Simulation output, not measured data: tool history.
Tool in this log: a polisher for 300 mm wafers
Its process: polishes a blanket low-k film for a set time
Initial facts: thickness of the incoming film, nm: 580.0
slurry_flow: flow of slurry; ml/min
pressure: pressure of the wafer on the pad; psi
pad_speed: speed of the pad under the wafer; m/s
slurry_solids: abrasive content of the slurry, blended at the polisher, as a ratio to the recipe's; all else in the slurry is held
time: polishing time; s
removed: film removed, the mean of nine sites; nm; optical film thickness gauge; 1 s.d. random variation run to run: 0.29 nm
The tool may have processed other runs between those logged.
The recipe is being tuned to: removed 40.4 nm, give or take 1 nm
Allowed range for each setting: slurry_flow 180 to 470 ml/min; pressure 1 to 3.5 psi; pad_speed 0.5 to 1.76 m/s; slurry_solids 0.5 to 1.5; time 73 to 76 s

run	hour	slurry_flow	pressure	pad_speed	slurry_solids	time	removed
1	0	300	2.2	1.12	1	73	30.425
2	1.4	300	2.2	1.12	1	76	32.215
3	10	300	2.2	1.12	1	76	31.854
4	11.8	300	2.2	1.12	1	76	31.76
5	13.8	300	2.3	1.12	1	76	33.035
6	14.8	300	2	1.12	1	76	29.446
7	17.8	300	2	1.12	1	76	30.028
8	19.9	300	2	1.12	1	76	29.629
9	23.5	300	2.1	1.12	1	76	30.829
10	27.8	300	2.2	1.12	1	76	31.705
11	31.4	315	2.8	1.12	1	76	38.59

Exercise: of the 4 proposed moves below, exactly one satisfies all targets within the stated allowed misses. Which move is it?
A	35	325	2.8	1.14	1	73	?
B	35	325	2.9	1.2	0.95	73	?
C	35	275	3.1	0.98	1.05	74	?
D	35	320	3	1.06	1.15	73	?

move	removed
A	37.707
B	39.014
C	37.562
D	40.772
A: the biggest miss grows against the last run
B: an improvement on the last run, though not all results are within tolerance
C: the biggest miss grows against the last run
D: all results in spec
D is the move that brings every result within its allowed miss.
